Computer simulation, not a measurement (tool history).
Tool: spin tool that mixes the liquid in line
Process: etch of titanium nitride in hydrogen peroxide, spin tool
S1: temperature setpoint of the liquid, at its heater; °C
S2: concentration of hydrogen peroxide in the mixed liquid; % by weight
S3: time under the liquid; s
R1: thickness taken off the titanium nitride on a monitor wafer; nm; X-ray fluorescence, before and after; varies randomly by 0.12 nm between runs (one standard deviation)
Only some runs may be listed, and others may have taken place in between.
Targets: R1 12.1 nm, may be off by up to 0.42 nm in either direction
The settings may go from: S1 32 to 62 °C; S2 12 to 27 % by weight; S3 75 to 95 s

| run | hour | S1 | S2 | S3 | R1 |
|---|---|---|---|---|---|
| 1 | 0 | 46 | 18 | 95 | 5.2129 |
| 2 | 4.8 | 46 | 20 | 95 | 5.4447 |
| 3 | 10.9 | 46 | 20 | 95 | 5.425 |
| 4 | 14.5 | 46 | 20 | 95 | 5.3711 |
| 5 | 23.5 | 52 | 20 | 95 | 8.4249 |
| 6 | 26.4 | 52.5 | 20 | 95 | 8.5884 |
| 7 | 29.3 | 53 | 20 | 95 | 8.908 |
| 8 | 35.5 | 53.5 | 20 | 95 | 9.3993 |
| 9 | 43.2 | 54 | 20 | 95 | 9.6892 |
| 10 | 49.5 | 54.5 | 20 | 95 | 10.077 |
| 11 | 56.6 | 54.5 | 20 | 95 | 10.042 |
| 12 | 60.8 | 55 | 20 | 95 | 10.402 |
| 13 | 65.5 | 55.5 | 20 | 95 | 10.845 |
| 14 | 69.8 | 56.5 | 20 | 95 | 11.666 |

Which one of the following 4 next-run settings gets every result inside its allowed miss? There is exactly one.
| A | 74.1 | 58.5 | 20 | 95 | ? |
| B | 74.1 | 56 | 19 | 95 | ? |
| C | 74.1 | 58 | 26.5 | 90 | ? |
| D | 74.1 | 61.5 | 15.5 | 75 | ? |

| move | R1 |
|---|---|
| A | 13.166 |
| B | 10.957 |
| C | 12.81 |
| D | 12.073 |
A: pushes the last run's worst result past its target
B: its largest miss is bigger than the last run's
C: pushes the last run's worst result past its target
D: all results in spec
So the answer is move D, the one that meets all the targets.

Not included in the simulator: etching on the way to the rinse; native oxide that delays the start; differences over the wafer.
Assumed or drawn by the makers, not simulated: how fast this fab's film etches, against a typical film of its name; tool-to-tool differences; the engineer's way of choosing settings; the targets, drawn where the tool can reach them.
